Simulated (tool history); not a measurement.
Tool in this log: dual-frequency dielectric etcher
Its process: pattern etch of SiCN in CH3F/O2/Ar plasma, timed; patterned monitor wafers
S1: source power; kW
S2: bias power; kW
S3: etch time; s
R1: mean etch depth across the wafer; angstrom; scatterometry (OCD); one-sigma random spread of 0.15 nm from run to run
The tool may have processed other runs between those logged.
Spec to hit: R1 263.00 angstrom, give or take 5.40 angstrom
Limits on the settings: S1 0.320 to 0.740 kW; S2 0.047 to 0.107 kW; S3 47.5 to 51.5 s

{"run": 1, "hour": 0.0, "S1": 0.53, "S2": 0.077, "S3": 51.5, "R1": 235.63}
{"run": 2, "hour": 1.9, "S1": 0.53, "S2": 0.077, "S3": 47.5, "R1": 215.35}
{"run": 3, "hour": 10.2, "S1": 0.44, "S2": 0.077, "S3": 47.5, "R1": 197.45}
{"run": 4, "hour": 15.7, "S1": 0.51, "S2": 0.078, "S3": 47.5, "R1": 212.24}
{"run": 5, "hour": 18.0, "S1": 0.57, "S2": 0.08, "S3": 47.5, "R1": 226.45}
{"run": 6, "hour": 23.9, "S1": 0.61, "S2": 0.081, "S3": 47.5, "R1": 234.87}
{"run": 7, "hour": 32.0, "S1": 0.64, "S2": 0.082, "S3": 47.5, "R1": 237.88}
{"run": 8, "hour": 39.3, "S1": 0.66, "S2": 0.085, "S3": 48.0, "R1": 250.21}
{"run": 9, "hour": 45.7, "S1": 0.68, "S2": 0.085, "S3": 48.0, "R1": 250.96}
{"run": 10, "hour": 48.4, "S1": 0.69, "S2": 0.086, "S3": 48.0, "R1": 250.51}
{"run": 11, "hour": 54.4, "S1": 0.69, "S2": 0.086, "S3": 48.0, "R1": 251.56}
{"run": 12, "hour": 56.6, "S1": 0.7, "S2": 0.087, "S3": 48.0, "R1": 254.33}

5 candidate next runs follow, results not yet known. Just one meets every target within its allowed miss. Identify it.
{"run": "A", "hour": 58.8, "S1": 0.74, "S2": 0.09, "S3": 50.0, "R1": "?"}
{"run": "B", "hour": 58.8, "S1": 0.7, "S2": 0.081, "S3": 47.5, "R1": "?"}
{"run": "C", "hour": 58.8, "S1": 0.68, "S2": 0.088, "S3": 47.5, "R1": "?"}
{"run": "D", "hour": 58.8, "S1": 0.69, "S2": 0.079, "S3": 48.5, "R1": "?"}
{"run": "E", "hour": 58.8, "S1": 0.66, "S2": 0.09, "S3": 50.0, "R1": "?"}

move=A R1=273.38
move=B R1=245.71
move=C R1=248.69
move=D R1=247.50
move=E R1=260.16
A: takes the biggest miss from the last run beyond its target
B: misses by more than the last run did
C: misses by more than the last run did
D: misses by more than the last run did
E: all results in spec
E is the move that brings every result within its allowed miss.

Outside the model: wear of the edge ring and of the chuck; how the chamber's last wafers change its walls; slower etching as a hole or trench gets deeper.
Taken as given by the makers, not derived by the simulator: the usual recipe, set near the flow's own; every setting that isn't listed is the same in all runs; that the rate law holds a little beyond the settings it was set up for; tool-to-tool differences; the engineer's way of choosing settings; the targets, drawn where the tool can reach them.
